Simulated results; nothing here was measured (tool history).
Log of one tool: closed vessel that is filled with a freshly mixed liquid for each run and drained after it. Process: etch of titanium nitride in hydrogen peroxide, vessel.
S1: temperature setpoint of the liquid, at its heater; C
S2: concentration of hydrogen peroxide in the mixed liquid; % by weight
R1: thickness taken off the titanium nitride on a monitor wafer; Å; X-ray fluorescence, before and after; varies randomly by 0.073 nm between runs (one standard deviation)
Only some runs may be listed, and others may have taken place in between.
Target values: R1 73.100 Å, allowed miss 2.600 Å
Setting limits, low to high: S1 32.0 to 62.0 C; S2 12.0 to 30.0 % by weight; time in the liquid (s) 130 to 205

run 1 hour=0.0 | S1=46.0 S2=23.0 time_in_the_liquid_(s)=205 | R1=53.248
run 2 hour=4.1 | S1=47.0 S2=23.0 time_in_the_liquid_(s)=205 | R1=58.659
run 3 hour=9.8 | S1=47.5 S2=23.0 time_in_the_liquid_(s)=205 | R1=59.609
run 4 hour=16.4 | S1=48.0 S2=23.0 time_in_the_liquid_(s)=205 | R1=61.872
run 5 hour=25.6 | S1=48.5 S2=23.0 time_in_the_liquid_(s)=205 | R1=63.803
run 6 hour=32.7 | S1=48.5 S2=23.0 time_in_the_liquid_(s)=205 | R1=65.100
run 7 hour=34.7 | S1=49.0 S2=23.0 time_in_the_liquid_(s)=205 | R1=67.487
run 8 hour=43.3 | S1=49.5 S2=23.0 time_in_the_liquid_(s)=205 | R1=68.730

Pick the move, out of 4, that brings all results within their allowed miss; only one does.
run A hour=51.9 | S1=50.0 S2=23.5 time_in_the_liquid_(s)=205 | R1=?
run B hour=51.9 | S1=51.0 S2=24.5 time_in_the_liquid_(s)=205 | R1=?
run C hour=51.9 | S1=50.5 S2=26.5 time_in_the_liquid_(s)=205 | R1=?
run D hour=51.9 | S1=49.0 S2=22.0 time_in_the_liquid_(s)=205 | R1=?

move=A R1=72.920
move=B R1=79.078
move=C R1=77.605
move=D R1=66.862
A: every result lands within tolerance
B: pushes the last run's worst result past its target
C: pushes the last run's worst result past its target
D: moves away from the targets compared with the last run
Answer: A

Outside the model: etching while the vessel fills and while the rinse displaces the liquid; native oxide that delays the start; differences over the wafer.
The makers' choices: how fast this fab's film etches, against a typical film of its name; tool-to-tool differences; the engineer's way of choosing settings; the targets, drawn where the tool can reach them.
